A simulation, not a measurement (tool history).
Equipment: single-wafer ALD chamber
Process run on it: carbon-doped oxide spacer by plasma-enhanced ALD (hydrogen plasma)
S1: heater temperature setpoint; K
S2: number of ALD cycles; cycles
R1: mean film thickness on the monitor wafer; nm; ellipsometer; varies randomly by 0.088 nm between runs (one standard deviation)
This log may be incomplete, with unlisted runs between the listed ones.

{"run": 1, "hour": 0.0, "S1": 648.15, "S2": 611, "R1": 30.663}
{"run": 2, "hour": 4.2, "S1": 648.15, "S2": 692, "R1": 34.674}
{"run": 3, "hour": 13.3, "S1": 648.15, "S2": 698, "R1": 34.979}
{"run": 4, "hour": 16.0, "S1": 648.15, "S2": 639, "R1": 32.119}
{"run": 5, "hour": 18.4, "S1": 648.15, "S2": 715, "R1": 35.922}
{"run": 6, "hour": 27.4, "S1": 648.15, "S2": 718, "R1": 36.103}
{"run": 7, "hour": 37.4, "S1": 648.15, "S2": 721, "R1": 36.173}
{"run": 8, "hour": 41.1, "S1": 648.15, "S2": 724, "R1": 36.331}
{"run": 9, "hour": 44.3, "S1": 648.15, "S2": 726, "R1": 36.515}

For run 10, what comes out?
{"run": 10, "hour": 52.0, "S1": 648.15, "S2": 726, "R1": "?"}

R1: 36.401 nm
